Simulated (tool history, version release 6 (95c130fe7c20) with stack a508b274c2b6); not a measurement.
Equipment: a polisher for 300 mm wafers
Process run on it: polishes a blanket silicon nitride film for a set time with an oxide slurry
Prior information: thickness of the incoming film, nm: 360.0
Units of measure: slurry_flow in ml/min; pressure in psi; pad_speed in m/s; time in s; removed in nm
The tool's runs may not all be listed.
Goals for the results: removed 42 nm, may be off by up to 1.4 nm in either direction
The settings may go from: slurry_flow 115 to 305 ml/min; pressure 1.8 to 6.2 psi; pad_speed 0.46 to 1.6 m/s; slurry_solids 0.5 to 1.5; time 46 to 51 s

Run 1, day 0: slurry_flow 195 ml/min, pressure 4 psi, pad_speed 1.02 m/s, slurry_solids 1, time 51 s. Result: removed 28.945 nm.
Run 2, day 0.242: slurry_flow 195 ml/min, pressure 4 psi, pad_speed 1.02 m/s, slurry_solids 1.1, time 51 s. Result: removed 30.45 nm.
Run 3, day 0.617: slurry_flow 195 ml/min, pressure 4.2 psi, pad_speed 1.02 m/s, slurry_solids 1.1, time 51 s. Result: removed 32.121 nm.
Run 4, day 0.846: slurry_flow 195 ml/min, pressure 4.3 psi, pad_speed 1.02 m/s, slurry_solids 1.1, time 51 s. Result: removed 33.38 nm.
Run 5, day 0.888: slurry_flow 195 ml/min, pressure 4.3 psi, pad_speed 1.02 m/s, slurry_solids 1.1, time 51 s. Result: removed 33.418 nm.
Run 6, day 1.171: slurry_flow 160 ml/min, pressure 4.3 psi, pad_speed 1.02 m/s, slurry_solids 1.1, time 51 s. Result: removed 32.481 nm.
Run 7, day 1.196: slurry_flow 160 ml/min, pressure 4.4 psi, pad_speed 1.02 m/s, slurry_solids 1.1, time 51 s. Result: removed 33.251 nm.
At day 1.3: slurry blender recalibrated.
Run 8, day 1.3: slurry_flow 185 ml/min, pressure 5.4 psi, pad_speed 1.04 m/s, slurry_solids 1.1, time 51 s. Result: removed 48.227 nm.

Exercise: of the 5 proposed moves below, exactly one satisfies all targets within the stated allowed misses. Which move is it?
Run A, day 1.404: slurry_flow 185 ml/min, pressure 5.8 psi, pad_speed 0.92 m/s, slurry_solids 1.05, time 51 s. Result: removed ?.
Run B, day 1.404: slurry_flow 150 ml/min, pressure 5.9 psi, pad_speed 1.14 m/s, slurry_solids 1.1, time 50 s. Result: removed ?.
Run C, day 1.404: slurry_flow 215 ml/min, pressure 6.2 psi, pad_speed 1.06 m/s, slurry_solids 1.2, time 50 s. Result: removed ?.
Run D, day 1.404: slurry_flow 130 ml/min, pressure 5.8 psi, pad_speed 0.92 m/s, slurry_solids 1.15, time 47 s. Result: removed ?.
Run E, day 1.404: slurry_flow 225 ml/min, pressure 4.9 psi, pad_speed 1.36 m/s, slurry_solids 1.05, time 51 s. Result: removed ?.

move  removed
   A   45.328
   B   53.469
   C   58.062
   D   41.841
   E   53.567
A: better than the last run, though not everything is in spec
B: moves away from the targets compared with the last run
C: moves away from the targets compared with the last run
D: each result inside its tolerance
E: moves away from the targets compared with the last run
The move that meets every target is D.
